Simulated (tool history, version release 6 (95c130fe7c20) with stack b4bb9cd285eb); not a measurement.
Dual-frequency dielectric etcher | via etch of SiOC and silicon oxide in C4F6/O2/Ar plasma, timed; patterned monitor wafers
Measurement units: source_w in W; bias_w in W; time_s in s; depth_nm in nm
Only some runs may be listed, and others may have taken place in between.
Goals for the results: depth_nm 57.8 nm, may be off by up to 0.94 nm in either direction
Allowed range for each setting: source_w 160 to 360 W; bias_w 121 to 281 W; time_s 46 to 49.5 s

| run | day | source_w | bias_w | time_s | depth_nm |
|---|---|---|---|---|---|
| 1 | 0 | 260 | 201 | 49.5 | 50.587 |
| 2 | 0.288 | 260 | 201 | 46 | 46.857 |
| 3 | 0.612 | 280 | 210 | 46 | 48.627 |
| 4 | 0.896 | 290 | 225 | 46.5 | 50.585 |
| 5 | 0.971 | 300 | 236 | 46.5 | 51.678 |
| 6 | 1.338 | 280 | 236 | 46.5 | 50.719 |
| 7 | 1.554 | 330 | 274 | 47 | 56.216 |
|  | 1.917 | wet clean of the chamber |
| 8 | 1.917 | 350 | 280 | 47 | 59.299 |
| 9 | 2.033 | 350 | 279 | 47 | 59.117 |

Next run, 5 choices. One meets every target within its allowed miss, the rest don't. Which?
| A | 2.15 | 350 | 279 | 46 | ? |
| B | 2.15 | 360 | 270 | 47.5 | ? |
| C | 2.15 | 360 | 281 | 48.5 | ? |
| D | 2.15 | 350 | 269 | 47.5 | ? |
| E | 2.15 | 360 | 280 | 48 | ? |

| move | depth_nm |
|---|---|
| A | 58.121 |
| B | 60.056 |
| C | 61.994 |
| D | 59.42 |
| E | 61.295 |
A: every result lands within tolerance
B: its largest miss is bigger than the last run's
C: its largest miss is bigger than the last run's
D: its largest miss is bigger than the last run's
E: its largest miss is bigger than the last run's
Answer: A

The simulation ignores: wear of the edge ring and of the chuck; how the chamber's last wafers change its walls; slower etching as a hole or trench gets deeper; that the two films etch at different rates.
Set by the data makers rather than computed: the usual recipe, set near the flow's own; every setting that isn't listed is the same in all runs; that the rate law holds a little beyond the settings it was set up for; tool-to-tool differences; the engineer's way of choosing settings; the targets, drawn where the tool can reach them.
